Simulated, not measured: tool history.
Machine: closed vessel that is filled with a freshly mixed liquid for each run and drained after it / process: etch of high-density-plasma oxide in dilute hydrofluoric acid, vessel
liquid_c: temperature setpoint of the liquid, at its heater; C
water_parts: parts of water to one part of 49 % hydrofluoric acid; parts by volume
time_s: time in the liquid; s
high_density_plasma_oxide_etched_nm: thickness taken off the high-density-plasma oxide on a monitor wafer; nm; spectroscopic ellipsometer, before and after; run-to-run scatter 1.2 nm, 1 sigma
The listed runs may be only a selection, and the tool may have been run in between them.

run  hour  liquid_c  water_parts  time_s  high_density_plasma_oxide_etched_nm
  1     0        21           60     875                               79.596
  2   8.3        21           70     875                               67.352
  3   9.6        21           70     875                               67.268
  4  13.3        23           65     875                               79.948
  5  22.3      24.5           60     875                               91.124
  6  30.7        22           60     875                               81.754
  7  34.3      23.5           55     875                               98.322

Run 8 is up next; what results do you expect?
     40.8  -- thermometer replaced
  8  40.8        25           55     875                                    ?

Run 8 produced high_density_plasma_oxide_etched_nm 109.1 nm.
